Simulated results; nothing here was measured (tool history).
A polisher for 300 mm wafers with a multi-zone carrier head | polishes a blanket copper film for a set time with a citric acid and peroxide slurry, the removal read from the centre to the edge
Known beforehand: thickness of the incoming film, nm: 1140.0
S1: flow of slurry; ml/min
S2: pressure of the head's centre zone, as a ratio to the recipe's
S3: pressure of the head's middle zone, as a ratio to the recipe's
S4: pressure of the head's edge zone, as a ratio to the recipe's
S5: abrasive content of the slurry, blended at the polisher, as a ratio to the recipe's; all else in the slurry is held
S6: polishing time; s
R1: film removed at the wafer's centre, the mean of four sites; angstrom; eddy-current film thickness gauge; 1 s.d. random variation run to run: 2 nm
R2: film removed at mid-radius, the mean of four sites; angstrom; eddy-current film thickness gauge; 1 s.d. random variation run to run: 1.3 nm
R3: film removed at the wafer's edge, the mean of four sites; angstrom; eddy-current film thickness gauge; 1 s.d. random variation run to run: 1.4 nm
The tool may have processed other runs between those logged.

{"run": 1, "hour": 0.0, "S1": 320, "S2": 1.0, "S3": 1.0, "S4": 1.0, "S5": 1.0, "S6": 86, "R1": 2001.9, "R2": 2037.4, "R3": 1992.4}
{"run": 2, "hour": 2.4, "S1": 320, "S2": 1.0, "S3": 1.0, "S4": 1.0, "S5": 1.1, "S6": 86, "R1": 2071.7, "R2": 2062.4, "R3": 2039.4}
{"run": 3, "hour": 4.6, "S1": 315, "S2": 1.02, "S3": 0.96, "S4": 0.98, "S5": 0.95, "S6": 81, "R1": 1875.4, "R2": 1810.5, "R3": 1879.0}
{"run": 4, "hour": 12.6, "S1": 315, "S2": 0.96, "S3": 0.96, "S4": 0.98, "S5": 0.95, "S6": 81, "R1": 1791.5, "R2": 1807.2, "R3": 1863.3}
{"run": 5, "hour": 19.1, "S1": 315, "S2": 0.91, "S3": 0.96, "S4": 0.98, "S5": 0.95, "S6": 81, "R1": 1695.6, "R2": 1829.0, "R3": 1850.6}
{"run": 6, "hour": 22.0, "S1": 320, "S2": 0.96, "S3": 0.95, "S4": 0.95, "S5": 0.85, "S6": 76, "R1": 1616.4, "R2": 1669.1, "R3": 1674.6}
{"run": 7, "hour": 24.2, "S1": 325, "S2": 1.0, "S3": 0.92, "S4": 0.92, "S5": 0.75, "S6": 74, "R1": 1626.0, "R2": 1568.1, "R3": 1580.0}

Predict the results of run 8:
{"run": 8, "hour": 29.2, "S1": 320, "S2": 1.01, "S3": 0.89, "S4": 0.91, "S5": 0.7, "S6": 73, "R1": "?", "R2": "?", "R3": "?"}

{"run 8": {"R1": 1607.9, "R2": 1460.1, "R3": 1548.9}}
